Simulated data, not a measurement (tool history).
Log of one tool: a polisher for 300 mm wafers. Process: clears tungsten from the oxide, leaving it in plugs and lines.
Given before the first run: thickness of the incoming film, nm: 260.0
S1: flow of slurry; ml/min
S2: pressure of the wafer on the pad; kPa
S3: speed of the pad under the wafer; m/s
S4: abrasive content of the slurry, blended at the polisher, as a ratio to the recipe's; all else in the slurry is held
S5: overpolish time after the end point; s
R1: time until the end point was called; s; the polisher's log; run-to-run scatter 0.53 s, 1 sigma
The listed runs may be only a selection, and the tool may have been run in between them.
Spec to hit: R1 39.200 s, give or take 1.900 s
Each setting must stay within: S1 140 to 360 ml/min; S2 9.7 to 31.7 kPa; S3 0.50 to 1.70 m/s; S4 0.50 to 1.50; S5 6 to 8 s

run,hour,S1,S2,S3,S4,S5,R1
1,0.0,230,20.7,1.10,1.00,8,67.118
2,7.5,230,23.4,1.12,1.00,8,59.881
3,12.3,230,23.4,1.12,1.10,8,58.699
4,20.3,230,25.5,1.14,1.10,8,54.380
5,24.3,230,25.5,1.14,1.00,8,53.798
6,27.2,230,29.6,1.14,1.00,8,47.933
7,30.4,230,30.3,1.18,1.00,8,44.574
8,32.5,230,31.0,1.20,1.00,8,42.559

Next run, 5 choices. One meets every target within its allowed miss, the rest don't. Which?
A,34.6,230,31.7,1.34,0.90,8,?
B,34.6,205,31.0,1.22,1.00,6,?
C,34.6,205,29.6,1.14,1.05,8,?
D,34.6,315,24.1,1.40,1.05,8,?
E,34.6,280,31.0,1.10,1.10,6,?

move,R1
A,38.546
B,42.380
C,46.575
D,44.355
E,44.436
A: all results land within tolerance of their targets
B: an improvement on the last run, though not all results are within tolerance
C: its largest miss is bigger than the last run's
D: its largest miss is bigger than the last run's
E: its largest miss is bigger than the last run's
Answer: A

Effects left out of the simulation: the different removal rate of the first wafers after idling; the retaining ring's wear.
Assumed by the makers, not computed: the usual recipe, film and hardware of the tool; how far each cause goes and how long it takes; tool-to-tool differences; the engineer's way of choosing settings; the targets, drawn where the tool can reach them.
